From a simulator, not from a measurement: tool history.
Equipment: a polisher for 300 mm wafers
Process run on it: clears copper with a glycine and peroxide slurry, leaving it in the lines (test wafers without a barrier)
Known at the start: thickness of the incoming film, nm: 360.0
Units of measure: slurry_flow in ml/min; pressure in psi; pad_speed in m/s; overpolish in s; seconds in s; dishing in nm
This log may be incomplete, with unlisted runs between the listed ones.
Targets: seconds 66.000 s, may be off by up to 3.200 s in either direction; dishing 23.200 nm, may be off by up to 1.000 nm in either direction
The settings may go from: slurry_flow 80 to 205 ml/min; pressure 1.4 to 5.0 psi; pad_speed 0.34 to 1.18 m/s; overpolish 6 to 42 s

run 1 hour=0.0 | slurry_flow=135 pressure=3.2 pad_speed=0.76 overpolish=21 | seconds=66.965 dishing=66.458
run 2 hour=1.6 | slurry_flow=135 pressure=3.2 pad_speed=0.76 overpolish=12 | seconds=67.052 dishing=42.154
run 3 hour=4.9 | slurry_flow=120 pressure=2.7 pad_speed=0.86 overpolish=10 | seconds=72.133 dishing=33.982
run 4 hour=10.7 | slurry_flow=120 pressure=2.1 pad_speed=0.86 overpolish=10 | seconds=87.052 dishing=28.565
run 5 hour=14.0 | slurry_flow=110 pressure=2.0 pad_speed=0.96 overpolish=9 | seconds=84.154 dishing=25.783
run 6 hour=16.7 | slurry_flow=100 pressure=2.1 pad_speed=1.02 overpolish=8 | seconds=79.556 dishing=24.994
run 7 hour=19.6 | slurry_flow=95 pressure=2.2 pad_speed=1.06 overpolish=7 | seconds=75.220 dishing=23.234
run 8 hour=25.3 | slurry_flow=95 pressure=2.2 pad_speed=1.08 overpolish=7 | seconds=77.465 dishing=23.350
run 9 hour=32.0 | slurry_flow=90 pressure=2.3 pad_speed=1.10 overpolish=7 | seconds=72.970 dishing=23.980
run 10 hour=40.8 | slurry_flow=80 pressure=2.2 pad_speed=1.18 overpolish=6 | seconds=73.652 dishing=20.303
run 11 hour=49.0 | slurry_flow=85 pressure=2.3 pad_speed=1.18 overpolish=6 | seconds=67.906 dishing=21.651
run 12 hour=56.6 | slurry_flow=90 pressure=2.3 pad_speed=1.18 overpolish=6 | seconds=69.823 dishing=21.991
run 13 hour=60.2 | slurry_flow=90 pressure=2.3 pad_speed=1.18 overpolish=6 | seconds=69.818 dishing=21.944

Which one of the following 4 next-run settings gets every result inside its allowed miss? There is exactly one.
run A hour=63.8 | slurry_flow=80 pressure=2.9 pad_speed=1.18 overpolish=6 | seconds=? dishing=?
run B hour=63.8 | slurry_flow=80 pressure=2.6 pad_speed=1.16 overpolish=6 | seconds=? dishing=?
run C hour=63.8 | slurry_flow=90 pressure=2.0 pad_speed=1.18 overpolish=7 | seconds=? dishing=?
run D hour=63.8 | slurry_flow=110 pressure=2.1 pad_speed=1.12 overpolish=6 | seconds=? dishing=?

move=A seconds=58.674 dishing=25.864
move=B seconds=65.304 dishing=23.396
move=C seconds=76.609 dishing=23.143
move=D seconds=72.421 dishing=21.184
A: the result that was furthest off in the last run now lies on the other side of its target
B: all results in spec
C: puts the biggest miss on target and leaves a different result outside tolerance
D: moves away from the targets compared with the last run
So the answer is move B, the one that meets all the targets.
